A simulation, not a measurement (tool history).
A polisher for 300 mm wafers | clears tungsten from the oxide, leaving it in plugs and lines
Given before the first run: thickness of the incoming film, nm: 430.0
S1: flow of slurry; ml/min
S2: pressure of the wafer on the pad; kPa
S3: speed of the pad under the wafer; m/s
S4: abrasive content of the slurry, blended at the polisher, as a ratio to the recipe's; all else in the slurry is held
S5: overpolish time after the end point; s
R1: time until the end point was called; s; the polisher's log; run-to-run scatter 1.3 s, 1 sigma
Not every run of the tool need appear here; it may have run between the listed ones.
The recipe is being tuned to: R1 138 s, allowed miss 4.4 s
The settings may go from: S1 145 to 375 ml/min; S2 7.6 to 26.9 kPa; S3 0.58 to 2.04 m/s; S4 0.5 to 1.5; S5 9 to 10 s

| run | hour | S1 | S2 | S3 | S4 | S5 | R1 |
|---|---|---|---|---|---|---|---|
| 1 | 0 | 240 | 17.2 | 1.3 | 1 | 10 | 104.55 |
| 2 | 8.4 | 240 | 20.7 | 1.3 | 1 | 10 | 92.586 |
| 3 | 16.2 | 240 | 20 | 1.3 | 1 | 10 | 94.928 |
| 4 | 17.3 | 240 | 20 | 1.3 | 1 | 9 | 95.296 |
| 5 | 23.1 | 240 | 16.5 | 1.3 | 1 | 9 | 106.87 |
| 6 | 29.3 | 240 | 16.5 | 1.3 | 1 | 10 | 108.8 |
| 7 | 31 | 240 | 15.9 | 1.3 | 1 | 10 | 111.32 |
| 8 | 36.9 | 240 | 15.2 | 1.3 | 1 | 10 | 115.64 |
| 9 | 43.5 | 240 | 14.5 | 1.3 | 1 | 10 | 117.75 |
| 10 | 44.4 | 240 | 13.8 | 1.3 | 1 | 10 | 121.61 |
| 11 | 45.1 | 235 | 12.4 | 1.3 | 1 | 10 | 130.42 |

Which of these 5 next moves meets every target?
| A | 45.8 | 295 | 15.9 | 1.24 | 0.8 | 9 | ? |
| B | 45.8 | 280 | 13.8 | 1.22 | 1 | 10 | ? |
| C | 45.8 | 220 | 11.7 | 1.28 | 1.05 | 10 | ? |
| D | 45.8 | 210 | 9.7 | 1.36 | 0.95 | 9 | ? |
| E | 45.8 | 170 | 16.5 | 1.16 | 1.15 | 9 | ? |

| move | R1 |
|---|---|
| A | 119.35 |
| B | 124.97 |
| C | 135.16 |
| D | 149.56 |
| E | 118.35 |
A: misses by more than the last run did
B: misses by more than the last run did
C: each result inside its tolerance
D: takes the biggest miss from the last run beyond its target
E: misses by more than the last run did
C meets every target.

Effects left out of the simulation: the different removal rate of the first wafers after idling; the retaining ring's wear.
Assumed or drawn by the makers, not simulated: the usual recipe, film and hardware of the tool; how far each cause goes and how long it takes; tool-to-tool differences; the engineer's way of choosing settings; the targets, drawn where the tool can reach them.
